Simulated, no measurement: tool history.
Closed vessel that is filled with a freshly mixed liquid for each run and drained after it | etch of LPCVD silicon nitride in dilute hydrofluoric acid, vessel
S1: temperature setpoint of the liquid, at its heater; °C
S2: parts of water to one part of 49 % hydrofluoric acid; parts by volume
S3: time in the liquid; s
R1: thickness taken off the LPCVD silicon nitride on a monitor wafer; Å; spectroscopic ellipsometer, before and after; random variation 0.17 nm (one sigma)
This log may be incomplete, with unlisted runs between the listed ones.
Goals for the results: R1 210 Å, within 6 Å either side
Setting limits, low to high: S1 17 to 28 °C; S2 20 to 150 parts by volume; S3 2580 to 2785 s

| run | day | S1 | S2 | S3 | R1 |
|---|---|---|---|---|---|
| 1 | 0 | 20 | 85 | 2580 | 123.23 |
| 2 | 0.362 | 18 | 85 | 2580 | 107.53 |
| 3 | 0.633 | 19.5 | 85 | 2580 | 118.29 |
| 4 | 0.717 | 20.5 | 85 | 2580 | 126.91 |
| 5 | 1.054 | 21.5 | 85 | 2580 | 134.26 |
| 6 | 1.133 | 20 | 85 | 2580 | 120.76 |
| 7 | 1.392 | 21 | 85 | 2580 | 130.01 |
| 8 | 1.583 | 21.5 | 85 | 2580 | 135.45 |
| 9 | 1.671 | 22 | 85 | 2580 | 138.91 |
| 10 | 1.996 | 22.5 | 85 | 2580 | 143.8 |
| 11 | 2.121 | 26.5 | 85 | 2580 | 188.4 |
| 12 | 2.204 | 27.5 | 85 | 2580 | 201.22 |

Pick the move, out of 5, that brings all results within their allowed miss; only one does.
| A | 2.288 | 28 | 85 | 2620 | ? |
| B | 2.288 | 28 | 95 | 2695 | ? |
| C | 2.288 | 28 | 100 | 2700 | ? |
| D | 2.288 | 27 | 85 | 2580 | ? |
| E | 2.288 | 26 | 85 | 2690 | ? |

| move | R1 |
|---|---|
| A | 212.22 |
| B | 195.37 |
| C | 185.96 |
| D | 195.92 |
| E | 191.41 |
A: every result within its allowed miss
B: moves away from the targets compared with the last run
C: moves away from the targets compared with the last run
D: moves away from the targets compared with the last run
E: moves away from the targets compared with the last run
The move that meets every target is A.

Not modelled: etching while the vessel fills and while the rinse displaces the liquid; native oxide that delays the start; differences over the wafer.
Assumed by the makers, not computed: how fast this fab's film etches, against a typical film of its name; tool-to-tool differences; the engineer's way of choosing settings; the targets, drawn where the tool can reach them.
